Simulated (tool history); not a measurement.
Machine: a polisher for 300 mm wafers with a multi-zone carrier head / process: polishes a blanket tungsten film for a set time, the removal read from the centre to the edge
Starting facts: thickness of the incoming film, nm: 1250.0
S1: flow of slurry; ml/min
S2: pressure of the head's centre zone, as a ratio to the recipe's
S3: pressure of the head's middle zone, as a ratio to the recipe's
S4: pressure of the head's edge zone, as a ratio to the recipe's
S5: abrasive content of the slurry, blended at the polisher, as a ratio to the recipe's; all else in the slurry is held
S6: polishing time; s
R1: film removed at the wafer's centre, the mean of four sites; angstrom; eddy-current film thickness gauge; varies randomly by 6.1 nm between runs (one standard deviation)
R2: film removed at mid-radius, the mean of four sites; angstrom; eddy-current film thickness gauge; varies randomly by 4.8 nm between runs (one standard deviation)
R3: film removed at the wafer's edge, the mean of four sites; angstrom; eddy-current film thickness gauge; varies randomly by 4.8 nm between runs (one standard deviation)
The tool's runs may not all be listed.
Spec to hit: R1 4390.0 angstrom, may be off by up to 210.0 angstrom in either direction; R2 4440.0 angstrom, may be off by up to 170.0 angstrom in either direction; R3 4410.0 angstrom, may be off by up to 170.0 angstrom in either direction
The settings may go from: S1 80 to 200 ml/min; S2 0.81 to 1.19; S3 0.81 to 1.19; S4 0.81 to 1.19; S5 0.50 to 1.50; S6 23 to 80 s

Run 1, hour 0.0: S1 130 ml/min, S2 1.00, S3 1.00, S4 1.00, S5 1.00, S6 51 s. Result: R1 3240.9 angstrom, R2 3247.6 angstrom, R3 3274.5 angstrom.
Run 2, hour 3.8: S1 130 ml/min, S2 1.00, S3 1.00, S4 1.00, S5 1.05, S6 51 s. Result: R1 3440.8 angstrom, R2 3316.7 angstrom, R3 3359.5 angstrom.
Run 3, hour 10.7: S1 135 ml/min, S2 1.00, S3 1.01, S4 1.01, S5 1.10, S6 51 s. Result: R1 3421.1 angstrom, R2 3321.7 angstrom, R3 3349.8 angstrom.
Run 4, hour 13.9: S1 135 ml/min, S2 1.00, S3 1.02, S4 1.02, S5 1.15, S6 52 s. Result: R1 3462.8 angstrom, R2 3435.0 angstrom, R3 3614.5 angstrom.
Run 5, hour 20.3: S1 140 ml/min, S2 1.01, S3 1.03, S4 1.02, S5 1.20, S6 52 s. Result: R1 3640.2 angstrom, R2 3521.9 angstrom, R3 3666.9 angstrom.
Run 6, hour 23.1: S1 145 ml/min, S2 1.01, S3 1.05, S4 1.02, S5 1.20, S6 52 s. Result: R1 3665.1 angstrom, R2 3638.8 angstrom, R3 3609.6 angstrom.
Run 7, hour 23.7: S1 145 ml/min, S2 1.01, S3 1.06, S4 1.03, S5 1.25, S6 52 s. Result: R1 3673.6 angstrom, R2 3741.8 angstrom, R3 3670.7 angstrom.
Run 8, hour 26.7: S1 145 ml/min, S2 1.01, S3 1.06, S4 1.04, S5 1.30, S6 52 s. Result: R1 3707.6 angstrom, R2 3735.5 angstrom, R3 3767.1 angstrom.
Run 9, hour 32.2: S1 150 ml/min, S2 1.01, S3 1.07, S4 1.05, S5 1.30, S6 52 s. Result: R1 3725.6 angstrom, R2 3843.5 angstrom, R3 3717.4 angstrom.
Run 10, hour 37.5: S1 150 ml/min, S2 1.01, S3 1.07, S4 1.05, S5 1.30, S6 53 s. Result: R1 3829.6 angstrom, R2 3857.8 angstrom, R3 3749.8 angstrom.

Next run, 4 choices. One meets every target within its allowed miss, the rest don't. Which?
Run A, hour 42.8: S1 145 ml/min, S2 1.04, S3 0.97, S4 1.08, S5 1.40, S6 59 s. Result: R1 ?, R2 ?, R3 ?.
Run B, hour 42.8: S1 185 ml/min, S2 1.01, S3 1.19, S4 0.93, S5 1.20, S6 60 s. Result: R1 ?, R2 ?, R3 ?.
Run C, hour 42.8: S1 165 ml/min, S2 1.01, S3 1.07, S4 1.03, S5 1.35, S6 60 s. Result: R1 ?, R2 ?, R3 ?.
Run D, hour 42.8: S1 115 ml/min, S2 1.15, S3 1.06, S4 0.96, S5 1.30, S6 66 s. Result: R1 ?, R2 ?, R3 ?.

move      R1      R2      R3
   A  4345.8  4060.0  4355.8
   B  4360.0  4961.6  4097.5
   C  4376.2  4559.1  4361.1
   D  4996.8  4575.4  4361.0
A: gets the furthest-off result to its target, but another result is out of tolerance
B: closes in on the targets versus the last run, not all within tolerance yet
C: all results land within tolerance of their targets
D: gets the furthest-off result to its target, but another result is out of tolerance
The right move is C.
